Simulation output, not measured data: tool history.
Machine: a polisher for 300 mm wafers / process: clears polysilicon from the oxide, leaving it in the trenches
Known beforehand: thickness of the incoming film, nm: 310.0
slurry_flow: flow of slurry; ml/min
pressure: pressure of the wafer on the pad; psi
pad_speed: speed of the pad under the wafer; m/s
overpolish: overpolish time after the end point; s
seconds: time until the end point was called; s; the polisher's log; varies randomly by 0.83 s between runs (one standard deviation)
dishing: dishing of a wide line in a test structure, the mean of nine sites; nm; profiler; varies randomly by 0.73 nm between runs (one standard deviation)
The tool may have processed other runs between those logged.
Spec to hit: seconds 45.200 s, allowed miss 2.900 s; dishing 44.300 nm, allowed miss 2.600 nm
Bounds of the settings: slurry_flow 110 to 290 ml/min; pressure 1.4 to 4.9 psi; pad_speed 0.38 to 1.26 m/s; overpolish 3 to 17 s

Run 1, hour 0.0: slurry_flow 185 ml/min, pressure 3.1 psi, pad_speed 0.82 m/s, overpolish 9 s. Result: seconds 25.062 s, dishing 58.433 nm.
Run 2, hour 2.6: slurry_flow 185 ml/min, pressure 2.8 psi, pad_speed 0.82 m/s, overpolish 9 s. Result: seconds 28.075 s, dishing 55.859 nm.
Run 3, hour 5.2: slurry_flow 185 ml/min, pressure 2.6 psi, pad_speed 0.82 m/s, overpolish 9 s. Result: seconds 30.122 s, dishing 52.974 nm.
Run 4, hour 6.0: slurry_flow 185 ml/min, pressure 2.4 psi, pad_speed 0.82 m/s, overpolish 9 s. Result: seconds 32.856 s, dishing 51.619 nm.
Run 5, hour 13.7: slurry_flow 185 ml/min, pressure 2.4 psi, pad_speed 0.82 m/s, overpolish 8 s. Result: seconds 30.460 s, dishing 47.997 nm.
Run 6, hour 22.1: slurry_flow 230 ml/min, pressure 2.4 psi, pad_speed 0.82 m/s, overpolish 8 s. Result: seconds 29.659 s, dishing 50.296 nm.
Run 7, hour 24.4: slurry_flow 225 ml/min, pressure 2.2 psi, pad_speed 0.82 m/s, overpolish 8 s. Result: seconds 33.107 s, dishing 46.486 nm.
Run 8, hour 29.4: slurry_flow 225 ml/min, pressure 2.1 psi, pad_speed 0.82 m/s, overpolish 8 s. Result: seconds 34.407 s, dishing 45.086 nm.
Run 9, hour 31.3: slurry_flow 225 ml/min, pressure 2.0 psi, pad_speed 0.82 m/s, overpolish 8 s. Result: seconds 34.600 s, dishing 45.112 nm.
Run 10, hour 33.3: slurry_flow 225 ml/min, pressure 1.9 psi, pad_speed 0.82 m/s, overpolish 8 s. Result: seconds 36.350 s, dishing 44.863 nm.
Run 11, hour 34.0: slurry_flow 225 ml/min, pressure 1.8 psi, pad_speed 0.82 m/s, overpolish 8 s. Result: seconds 38.699 s, dishing 43.031 nm.

Pick the move, out of 4, that brings all results within their allowed miss; only one does.
Run A, hour 34.7: slurry_flow 160 ml/min, pressure 1.4 psi, pad_speed 0.88 m/s, overpolish 10 s. Result: seconds ?, dishing ?.
Run B, hour 34.7: slurry_flow 225 ml/min, pressure 2.1 psi, pad_speed 0.86 m/s, overpolish 7 s. Result: seconds ?, dishing ?.
Run C, hour 34.7: slurry_flow 240 ml/min, pressure 2.3 psi, pad_speed 0.76 m/s, overpolish 8 s. Result: seconds ?, dishing ?.
Run D, hour 34.7: slurry_flow 290 ml/min, pressure 2.4 psi, pad_speed 0.50 m/s, overpolish 8 s. Result: seconds ?, dishing ?.

move  seconds  dishing
   A   46.698   44.109
   B   33.047   43.787
   C   33.887   47.029
   D   45.417   38.491
A: all results land within tolerance of their targets
B: lands further from the targets than the last run did
C: lands further from the targets than the last run did
D: the worst result of the last run now meets its target, but another is out of spec
The move that meets every target is A.

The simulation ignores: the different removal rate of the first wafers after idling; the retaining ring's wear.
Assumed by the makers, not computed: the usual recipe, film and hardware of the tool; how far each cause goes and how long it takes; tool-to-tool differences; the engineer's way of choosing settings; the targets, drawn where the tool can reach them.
